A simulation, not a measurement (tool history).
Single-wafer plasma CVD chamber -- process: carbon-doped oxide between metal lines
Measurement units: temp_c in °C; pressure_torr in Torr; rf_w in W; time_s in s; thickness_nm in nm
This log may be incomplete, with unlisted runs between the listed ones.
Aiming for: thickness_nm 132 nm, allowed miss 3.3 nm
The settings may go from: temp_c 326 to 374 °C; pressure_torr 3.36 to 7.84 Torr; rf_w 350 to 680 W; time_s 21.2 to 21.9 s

run 1 day=0 | temp_c=350 pressure_torr=5.6 rf_w=515 time_s=21.2 | thickness_nm=105.89
run 2 day=0.267 | temp_c=350 pressure_torr=5.6 rf_w=490 time_s=21.2 | thickness_nm=101.9
run 3 day=0.504 | temp_c=349 pressure_torr=5.74 rf_w=520 time_s=21.3 | thickness_nm=107.32
run 4 day=0.55 | temp_c=349 pressure_torr=6.33 rf_w=520 time_s=21.3 | thickness_nm=109.18
run 5 day=0.65 | temp_c=349 pressure_torr=6.33 rf_w=520 time_s=21.9 | thickness_nm=112.32
run 6 day=0.758 | temp_c=347 pressure_torr=6.49 rf_w=540 time_s=21.9 | thickness_nm=117.54
run 7 day=0.8 | temp_c=345 pressure_torr=6.66 rf_w=550 time_s=21.9 | thickness_nm=118.88
run 8 day=1 | temp_c=344 pressure_torr=6.77 rf_w=565 time_s=21.9 | thickness_nm=122.55
run 9 day=1.346 | temp_c=344 pressure_torr=6.77 rf_w=565 time_s=21.9 | thickness_nm=122.2
run 10 day=1.671 | temp_c=343 pressure_torr=6.88 rf_w=575 time_s=21.9 | thickness_nm=124.92
run 11 day=1.733 | temp_c=342 pressure_torr=6.98 rf_w=580 time_s=21.9 | thickness_nm=125.61
run 12 day=1.821 | temp_c=342 pressure_torr=7.06 rf_w=585 time_s=21.9 | thickness_nm=127.8
run 13 day=1.908 | temp_c=342 pressure_torr=7.13 rf_w=590 time_s=21.9 | thickness_nm=127.83

Which single option among these 4 for the next run brings every result within its allowed miss of target? Just one does.
run A day=1.996 | temp_c=342 pressure_torr=7.49 rf_w=615 time_s=21.8 | thickness_nm=?
run B day=1.996 | temp_c=338 pressure_torr=7.23 rf_w=660 time_s=21.9 | thickness_nm=?
run C day=1.996 | temp_c=346 pressure_torr=6.82 rf_w=595 time_s=21.9 | thickness_nm=?
run D day=1.996 | temp_c=342 pressure_torr=7.62 rf_w=640 time_s=21.9 | thickness_nm=?

move=A thickness_nm=131.08
move=B thickness_nm=140.37
move=C thickness_nm=125.89
move=D thickness_nm=135.83
A: each result inside its tolerance
B: takes the result that was furthest off past its target
C: lands further from the targets than the last run did
D: takes the result that was furthest off past its target
Correct choice: A, which meets every target
